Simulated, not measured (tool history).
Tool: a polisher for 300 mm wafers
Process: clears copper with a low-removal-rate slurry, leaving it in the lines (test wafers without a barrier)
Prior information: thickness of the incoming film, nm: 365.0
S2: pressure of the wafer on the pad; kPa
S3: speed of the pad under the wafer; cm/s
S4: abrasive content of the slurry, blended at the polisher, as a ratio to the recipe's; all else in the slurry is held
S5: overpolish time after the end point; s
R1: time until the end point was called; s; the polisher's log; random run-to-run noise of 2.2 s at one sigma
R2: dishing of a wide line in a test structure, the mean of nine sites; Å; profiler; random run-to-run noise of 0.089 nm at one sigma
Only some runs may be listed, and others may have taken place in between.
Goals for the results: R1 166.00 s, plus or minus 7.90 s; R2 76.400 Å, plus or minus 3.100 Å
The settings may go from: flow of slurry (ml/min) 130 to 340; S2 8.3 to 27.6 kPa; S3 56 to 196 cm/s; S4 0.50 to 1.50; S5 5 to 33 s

run 1 hour=0.0 | flow_of_slurry_(ml/min)=220 S2=17.9 S3=126 S4=1.00 S5=17 | R1=110.05 R2=331.030
run 2 hour=7.6 | flow_of_slurry_(ml/min)=220 S2=17.9 S3=126 S4=1.00 S5=22 | R1=111.85 R2=404.400
run 3 hour=16.1 | flow_of_slurry_(ml/min)=220 S2=15.9 S3=120 S4=1.00 S5=18 | R1=127.29 R2=308.820
run 4 hour=20.5 | flow_of_slurry_(ml/min)=200 S2=14.5 S3=114 S4=0.90 S5=15 | R1=150.73 R2=230.960
run 5 hour=21.8 | flow_of_slurry_(ml/min)=200 S2=14.5 S3=126 S4=0.90 S5=15 | R1=140.33 R2=241.150
run 6 hour=26.2 | flow_of_slurry_(ml/min)=185 S2=13.1 S3=130 S4=0.80 S5=13 | R1=155.01 R2=195.840
run 7 hour=26.9 | flow_of_slurry_(ml/min)=175 S2=11.7 S3=134 S4=0.75 S5=11 | R1=169.93 R2=152.330
run 8 hour=31.9 | flow_of_slurry_(ml/min)=165 S2=11.0 S3=142 S4=0.70 S5=10 | R1=176.17 R2=135.280

Which one of the following 4 next-run settings gets every result inside its allowed miss? There is exactly one.
run A hour=36.9 | flow_of_slurry_(ml/min)=130 S2=13.8 S3=120 S4=0.50 S5=5 | R1=? R2=?
run B hour=36.9 | flow_of_slurry_(ml/min)=175 S2=11.0 S3=156 S4=0.70 S5=5 | R1=? R2=?
run C hour=36.9 | flow_of_slurry_(ml/min)=185 S2=13.1 S3=128 S4=0.65 S5=25 | R1=? R2=?
run D hour=36.9 | flow_of_slurry_(ml/min)=150 S2=11.7 S3=140 S4=0.65 S5=5 | R1=? R2=?

move=A R1=186.19 R2=67.627
move=B R1=165.25 R2=75.475
move=C R1=165.28 R2=317.620
move=D R1=175.31 R2=71.430
A: moves the result that the last run missed by most past its target, out the other side
B: every result lands within tolerance
C: moves away from the targets compared with the last run
D: moves the result that the last run missed by most past its target, out the other side
Move B is the one to make.

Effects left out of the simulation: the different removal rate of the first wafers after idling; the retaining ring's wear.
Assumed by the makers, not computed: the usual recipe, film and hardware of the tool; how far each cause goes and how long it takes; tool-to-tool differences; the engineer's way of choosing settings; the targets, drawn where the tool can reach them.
